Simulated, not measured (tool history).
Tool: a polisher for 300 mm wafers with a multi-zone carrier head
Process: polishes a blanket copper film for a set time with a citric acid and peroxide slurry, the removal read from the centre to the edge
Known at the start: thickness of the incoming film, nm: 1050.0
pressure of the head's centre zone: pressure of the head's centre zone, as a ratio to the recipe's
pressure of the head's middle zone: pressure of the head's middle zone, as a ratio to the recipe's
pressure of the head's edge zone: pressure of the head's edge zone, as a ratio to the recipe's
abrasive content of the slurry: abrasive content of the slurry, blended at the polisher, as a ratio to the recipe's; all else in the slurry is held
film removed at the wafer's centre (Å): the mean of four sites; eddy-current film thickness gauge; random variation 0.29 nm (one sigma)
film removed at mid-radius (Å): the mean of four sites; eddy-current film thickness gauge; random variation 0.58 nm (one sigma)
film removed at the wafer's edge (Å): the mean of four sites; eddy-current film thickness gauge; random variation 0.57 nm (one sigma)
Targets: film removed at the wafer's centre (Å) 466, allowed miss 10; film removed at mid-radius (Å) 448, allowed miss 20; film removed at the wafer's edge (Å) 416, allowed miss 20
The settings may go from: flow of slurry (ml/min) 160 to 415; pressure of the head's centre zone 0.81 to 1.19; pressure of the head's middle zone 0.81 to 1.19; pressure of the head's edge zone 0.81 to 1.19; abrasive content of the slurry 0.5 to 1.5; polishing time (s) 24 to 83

run    day  flow of slurry (ml/min)  pressure of the head's centre zone  pressure of the head's middle zone  pressure of the head's edge zone  abrasive content of the slurry  polishing time (s)  film removed at the wafer's centre (Å)  film removed at mid-radius (Å)  film removed at the wafer's edge (Å)
  1      0                      265                                   1                                   1                                 1                               1                  53                                   758.8                          797.56                                769.02
  2    0.3                      265                                   1                                   1                                 1                               1                  44                                  625.21                          647.04                                639.31
  3    0.5                      265                                   1                                   1                                 1                             1.1                  44                                  631.44                          648.36                                654.96
  4  0.838                      265                                1.08                                   1                                 1                             1.1                  44                                  693.29                          649.59                                649.77
  5  1.108                      265                                1.08                                   1                                 1                            0.95                  44                                  672.16                          623.23                                629.62
     1.308  -- slurry nozzle cleaned
  6  1.308                      265                                1.08                                   1                                 1                            1.05                  44                                  706.89                           668.6                                   658
  7  1.483                      275                                1.07                                   1                              0.97                            0.95                  42                                  651.37                          613.66                                609.15
  8  1.758                      270                                1.07                                1.01                              0.94                            0.85                  40                                  607.02                          584.87                                557.55
  9  1.938                      265                                1.07                                   1                              0.92                             0.8                  39                                  588.61                          571.81                                552.63
 10  2.246                      280                                1.07                                1.01                              0.92                            0.75                  37                                  558.99                          542.34                                511.36
 11  2.479                      355                                   1                                0.94                              0.84                             0.5                  32                                  439.96                          429.81                                398.89
 12  2.733                      355                                1.01                                0.95                              0.85                             0.5                  32                                  444.09                          418.48                                409.02
 13  3.075                      355                                1.02                                0.96                              0.85                             0.5                  32                                  448.29                          426.67                                413.57
 14  3.233                      350                                1.03                                0.97                              0.84                             0.5                  32                                  451.29                          436.73                                402.62
 15    3.3                      350                                1.04                                0.98                              0.86                             0.5                  32                                  454.83                          445.52                                408.21

Which of these 5 next moves meets every target?
  A  3.367                      370                                1.04                                 1.1                              0.83                             0.5                  31                                       ?                               ?                                     ?
  B  3.367                      350                                1.03                                0.97                              0.83                             0.5                  33                                       ?                               ?                                     ?
  C  3.367                      345                                0.96                                0.88                              0.95                             0.6                  35                                       ?                               ?                                     ?
  D  3.367                      255                                0.95                                0.92                              0.83                            0.95                  35                                       ?                               ?                                     ?
  E  3.367                      385                                1.01                                1.03                              0.92                             0.5                  35                                       ?                               ?                                     ?

move  film removed at the wafer's centre (Å)  film removed at mid-radius (Å)  film removed at the wafer's edge (Å)
   A                                  446.11                          472.67                                400.87
   B                                  467.77                          450.44                                426.15
   C                                  471.46                          449.81                                491.45
   D                                  483.64                          485.14                                482.89
   E                                   490.3                             506                                475.63
A: further off than the last run
B: meets every target
C: brings the result that was furthest off to its target, and leaves another outside
D: takes the result that was furthest off past its target
E: takes the result that was furthest off past its target
Answer: B
